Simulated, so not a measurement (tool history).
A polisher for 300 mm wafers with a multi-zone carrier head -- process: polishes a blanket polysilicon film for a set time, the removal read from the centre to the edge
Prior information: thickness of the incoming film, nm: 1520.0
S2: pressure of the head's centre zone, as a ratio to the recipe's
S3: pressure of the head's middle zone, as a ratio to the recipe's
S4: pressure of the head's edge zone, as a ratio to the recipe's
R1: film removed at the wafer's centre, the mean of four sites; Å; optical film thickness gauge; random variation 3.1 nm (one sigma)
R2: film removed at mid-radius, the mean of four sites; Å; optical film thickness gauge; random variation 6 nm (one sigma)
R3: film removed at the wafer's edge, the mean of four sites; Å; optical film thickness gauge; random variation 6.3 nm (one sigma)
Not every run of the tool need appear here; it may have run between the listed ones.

Run 1, day 0: flow of slurry (ml/min) 160, S2 1, S3 1, S4 1, polishing time (s) 69. Result: R1 5285.8 Å, R2 5292.2 Å, R3 5383.6 Å.
Run 2, day 0.229: flow of slurry (ml/min) 160, S2 1, S3 1, S4 1.05, polishing time (s) 69. Result: R1 5193.7 Å, R2 5394.8 Å, R3 5684 Å.
Run 3, day 0.496: flow of slurry (ml/min) 150, S2 1.01, S3 0.97, S4 1.03, polishing time (s) 68. Result: R1 5158 Å, R2 5171.4 Å, R3 5447.1 Å.
Run 4, day 0.633: flow of slurry (ml/min) 150, S2 0.96, S3 0.97, S4 1.03, polishing time (s) 68. Result: R1 4884.8 Å, R2 5104.2 Å, R3 5459 Å.
Run 5, day 0.954: flow of slurry (ml/min) 150, S2 0.96, S3 0.97, S4 1.03, polishing time (s) 76. Result: R1 5536.4 Å, R2 5737 Å, R3 6191.9 Å.
Run 6, day 1.312: flow of slurry (ml/min) 145, S2 0.97, S3 0.93, S4 1.01, polishing time (s) 74. Result: R1 5278.1 Å, R2 5327.2 Å, R3 5986.5 Å.
Run 7, day 1.379: flow of slurry (ml/min) 145, S2 0.99, S3 0.9, S4 0.97, polishing time (s) 73. Result: R1 5343 Å, R2 5024.8 Å, R3 5708.5 Å.
Run 8, day 1.412: flow of slurry (ml/min) 140, S2 0.99, S3 0.88, S4 0.94, polishing time (s) 72. Result: R1 5261 Å, R2 4848.3 Å, R3 5492.1 Å.

Run 9 is up next; what results do you expect?
Run 9, day 1.675: flow of slurry (ml/min) 140, S2 0.99, S3 0.88, S4 0.94, polishing time (s) 72. Result: R1 ?, R2 ?, R3 ?.

{"run 9": {"R1": 5235.3, "R2": 4853.7, "R3": 5407.3}}

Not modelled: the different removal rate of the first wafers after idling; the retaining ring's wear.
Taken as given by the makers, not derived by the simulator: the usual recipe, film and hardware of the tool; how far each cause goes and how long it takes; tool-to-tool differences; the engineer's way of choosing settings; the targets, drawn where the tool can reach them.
